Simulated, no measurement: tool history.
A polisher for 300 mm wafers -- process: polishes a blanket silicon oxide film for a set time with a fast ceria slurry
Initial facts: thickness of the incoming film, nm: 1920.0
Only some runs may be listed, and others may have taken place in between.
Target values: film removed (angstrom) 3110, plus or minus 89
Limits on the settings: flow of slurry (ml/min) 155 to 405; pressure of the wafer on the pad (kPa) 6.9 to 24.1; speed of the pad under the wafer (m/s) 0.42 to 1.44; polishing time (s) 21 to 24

run	hour	flow of slurry (ml/min)	pressure of the wafer on the pad (kPa)	speed of the pad under the wafer (m/s)	polishing time (s)	film removed (angstrom)
1	0	260	15.2	0.92	24	2229.4
2	1.4	260	15.2	0.92	21	1956
3	2.4	260	15.2	0.92	21	1959.2
4	4.8	260	16.5	0.92	21	2099.4
5	6.8	260	16.5	0.82	21	1900.6
6	13.8	260	18.6	0.84	21	2111.8
7	21.8	260	20	0.86	21	2329.9
8	24.5	260	20.7	0.88	21	2455
9	30.6	260	21.4	0.9	21	2578.8
10	35.1	260	22.1	0.92	21	2694.2
11	38.4	260	22.8	0.94	21	2800.6
12	45.6	260	22.8	0.96	21	2879.8
13	46.7	265	23.4	0.96	21	2915.8

Exactly one of the 5 candidate moves below puts every result within its allowed miss. Which one?
A	47.8	265	24.1	0.84	24	?
B	47.8	250	23.4	0.94	24	?
C	47.8	280	24.1	1.08	21	?
D	47.8	260	18.6	1.06	23	?
E	47.8	295	24.1	0.92	24	?

move	film removed (angstrom)
A	3115.5
B	3353.5
C	3459
D	2949
E	3417.5
A: hits every target within its allowed miss
B: takes the biggest miss from the last run beyond its target
C: takes the biggest miss from the last run beyond its target
D: moves toward the targets from the last run without getting all of them in spec
E: takes the biggest miss from the last run beyond its target
Move A is the one to make.
